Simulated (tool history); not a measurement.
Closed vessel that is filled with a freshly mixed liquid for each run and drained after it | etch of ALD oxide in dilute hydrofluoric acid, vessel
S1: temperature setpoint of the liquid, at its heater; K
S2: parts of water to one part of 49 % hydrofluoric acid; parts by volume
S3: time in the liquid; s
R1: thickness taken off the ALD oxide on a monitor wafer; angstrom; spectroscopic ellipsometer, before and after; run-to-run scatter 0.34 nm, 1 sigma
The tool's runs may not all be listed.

run  hour      S1  S2  S3      R1
  1   0.0  298.15  65  90  283.45
  2   5.0  300.15  60  90  331.59
  3  12.1  301.65  55  90  387.53
  4  15.1  301.65  70  90  299.49
  5  21.4  303.15  60  90  373.01
  6  30.2  300.15  60  90  331.42
  7  38.1  301.65  55  90  391.33
  8  44.7  303.15  50  90  461.08

Expected results for the next run?
  9  45.4  303.15  50  90   ?

{"run 9": {"R1": 455.91}}
